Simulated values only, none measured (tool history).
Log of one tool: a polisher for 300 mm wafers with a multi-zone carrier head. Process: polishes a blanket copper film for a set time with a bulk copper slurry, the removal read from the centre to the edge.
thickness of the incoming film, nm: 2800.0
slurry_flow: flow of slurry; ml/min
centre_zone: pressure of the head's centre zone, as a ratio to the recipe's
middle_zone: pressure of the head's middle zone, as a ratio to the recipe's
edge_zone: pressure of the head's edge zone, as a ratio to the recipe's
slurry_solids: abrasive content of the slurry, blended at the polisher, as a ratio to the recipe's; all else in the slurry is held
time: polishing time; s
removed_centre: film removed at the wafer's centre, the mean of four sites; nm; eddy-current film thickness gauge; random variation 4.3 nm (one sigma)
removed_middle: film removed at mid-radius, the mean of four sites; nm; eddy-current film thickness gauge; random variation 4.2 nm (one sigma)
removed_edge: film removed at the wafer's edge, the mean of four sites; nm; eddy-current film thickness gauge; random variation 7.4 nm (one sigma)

Run 1, day 0: slurry_flow 265 ml/min, centre_zone 1, middle_zone 1, edge_zone 1, slurry_solids 1, time 64 s. Result: removed_centre 429.02 nm, removed_middle 427.67 nm, removed_edge 436.86 nm.
Run 2, day 0.246: slurry_flow 300 ml/min, centre_zone 1, middle_zone 1, edge_zone 1, slurry_solids 1, time 64 s. Result: removed_centre 444.23 nm, removed_middle 434.69 nm, removed_edge 437.34 nm.
Run 3, day 0.496: slurry_flow 300 ml/min, centre_zone 1.08, middle_zone 1, edge_zone 1, slurry_solids 1, time 64 s. Result: removed_centre 473.01 nm, removed_middle 424.96 nm, removed_edge 431.92 nm.
Run 4, day 0.725: slurry_flow 300 ml/min, centre_zone 1.08, middle_zone 1, edge_zone 0.96, slurry_solids 1, time 64 s. Result: removed_centre 469.25 nm, removed_middle 430.69 nm, removed_edge 436.95 nm.
Run 5, day 1.054: slurry_flow 300 ml/min, centre_zone 1.08, middle_zone 1, edge_zone 0.96, slurry_solids 1.05, time 64 s. Result: removed_centre 486.54 nm, removed_middle 437.18 nm, removed_edge 441.12 nm.
Run 6, day 1.208: slurry_flow 300 ml/min, centre_zone 1.08, middle_zone 1.05, edge_zone 0.96, slurry_solids 1.05, time 64 s. Result: removed_centre 482.15 nm, removed_middle 460.62 nm, removed_edge 434.14 nm.

Forecast run 7:
Run 7, day 1.504: slurry_flow 280 ml/min, centre_zone 1.08, middle_zone 1.01, edge_zone 0.97, slurry_solids 1.2, time 67 s. Result: removed_centre ?, removed_middle ?, removed_edge ?.

removed_centre: 511.91 nm
removed_middle: 477.51 nm
removed_edge: 467.65 nm
